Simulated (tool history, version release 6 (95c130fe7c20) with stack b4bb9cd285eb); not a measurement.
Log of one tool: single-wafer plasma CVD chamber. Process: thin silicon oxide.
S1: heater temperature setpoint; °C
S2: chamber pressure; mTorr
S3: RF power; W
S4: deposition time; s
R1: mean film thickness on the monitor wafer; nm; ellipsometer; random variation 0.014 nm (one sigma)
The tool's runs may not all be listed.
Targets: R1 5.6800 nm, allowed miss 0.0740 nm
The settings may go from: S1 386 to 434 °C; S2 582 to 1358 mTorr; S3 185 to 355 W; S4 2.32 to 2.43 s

run  hour   S1    S2   S3    S4      R1
  1   0.0  410   970  270  2.43  5.0933
  2   6.8  410   970  245  2.43  4.8816
  3   7.5  410  1012  245  2.43  5.0013
  4  12.6  410  1052  245  2.43  5.1672
  5  16.2  410   953  245  2.43  4.8040
  6  18.3  401   953  245  2.43  4.8270
  7  20.2  401  1001  245  2.43  5.0310
  8  21.5  401  1035  245  2.43  5.1314
  9  22.6  401  1065  245  2.43  5.2422

Which of these 4 next moves meets every target?
  A  23.7  405  1157  250  2.38   ?
  B  23.7  403  1224  265  2.35   ?
  C  23.7  394  1017  295  2.43   ?
  D  23.7  408  1151  255  2.41   ?

move      R1
   A  5.4370
   B  5.6906
   C  5.4950
   D  5.5235
A: nearer than the last run, and not there yet
B: meets every target
C: nearer than the last run, and not there yet
D: nearer than the last run, and not there yet
Move B is the one to make.

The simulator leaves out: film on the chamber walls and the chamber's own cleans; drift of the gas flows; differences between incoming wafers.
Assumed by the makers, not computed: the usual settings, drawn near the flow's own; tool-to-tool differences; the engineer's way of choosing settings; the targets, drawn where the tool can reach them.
